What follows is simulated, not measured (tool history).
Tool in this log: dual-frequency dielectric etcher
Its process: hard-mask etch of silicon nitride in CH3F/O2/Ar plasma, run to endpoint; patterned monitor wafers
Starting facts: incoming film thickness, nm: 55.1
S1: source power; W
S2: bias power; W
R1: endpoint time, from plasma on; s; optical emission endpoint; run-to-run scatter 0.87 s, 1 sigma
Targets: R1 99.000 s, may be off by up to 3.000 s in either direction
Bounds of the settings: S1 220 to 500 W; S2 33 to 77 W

{"run": 1, "hour": 0.0, "S1": 360, "S2": 55, "R1": 85.51}
{"run": 2, "hour": 6.5, "S1": 360, "S2": 50, "R1": 88.242}
{"run": 3, "hour": 12.7, "S1": 350, "S2": 49, "R1": 89.657}
{"run": 4, "hour": 15.7, "S1": 380, "S2": 49, "R1": 88.232}
{"run": 5, "hour": 18.7, "S1": 370, "S2": 48, "R1": 91.014}
{"run": 6, "hour": 22.4, "S1": 400, "S2": 48, "R1": 86.282}
{"run": 7, "hour": 23.1, "S1": 390, "S2": 47, "R1": 87.501}
{"run": 8, "hour": 28.6, "S1": 390, "S2": 47, "R1": 87.081}
{"run": 9, "hour": 32.2, "S1": 380, "S2": 46, "R1": 88.514}
{"run": 10, "hour": 39.7, "S1": 370, "S2": 45, "R1": 90.467}
{"run": 11, "hour": 42.9, "S1": 360, "S2": 44, "R1": 92.224}

Exactly one of the 4 candidate moves below puts every result within its allowed miss. Which one?
{"run": "A", "hour": 46.1, "S1": 420, "S2": 49, "R1": "?"}
{"run": "B", "hour": 46.1, "S1": 350, "S2": 55, "R1": "?"}
{"run": "C", "hour": 46.1, "S1": 440, "S2": 47, "R1": "?"}
{"run": "D", "hour": 46.1, "S1": 350, "S2": 37, "R1": "?"}

move=A R1=84.563
move=B R1=87.054
move=C R1=84.190
move=D R1=97.843
A: lands further from the targets than the last run did
B: lands further from the targets than the last run did
C: lands further from the targets than the last run did
D: hits every target within its allowed miss
So the answer is move D, the one that meets all the targets.
